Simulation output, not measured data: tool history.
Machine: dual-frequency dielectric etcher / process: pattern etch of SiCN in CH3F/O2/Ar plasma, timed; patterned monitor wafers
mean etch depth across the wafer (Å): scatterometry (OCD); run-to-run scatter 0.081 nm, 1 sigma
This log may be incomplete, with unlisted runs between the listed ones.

run	hour	source power (W)	bias power (W)	etch time (s)	mean etch depth across the wafer (Å)
1	0.0	290	76	77.5	239.67
2	4.7	310	80	78.0	252.18
3	9.1	320	83	78.0	259.58
4	16.7	330	85	78.0	264.33
5	23.1	340	87	78.0	270.05
6	24.5	380	87	78.0	281.08
7	28.0	380	88	78.0	283.04

For run 8, what comes out?
8	34.3	380	89	78.0	?

{"run 8": {"mean etch depth across the wafer (Å)": 283.4}}

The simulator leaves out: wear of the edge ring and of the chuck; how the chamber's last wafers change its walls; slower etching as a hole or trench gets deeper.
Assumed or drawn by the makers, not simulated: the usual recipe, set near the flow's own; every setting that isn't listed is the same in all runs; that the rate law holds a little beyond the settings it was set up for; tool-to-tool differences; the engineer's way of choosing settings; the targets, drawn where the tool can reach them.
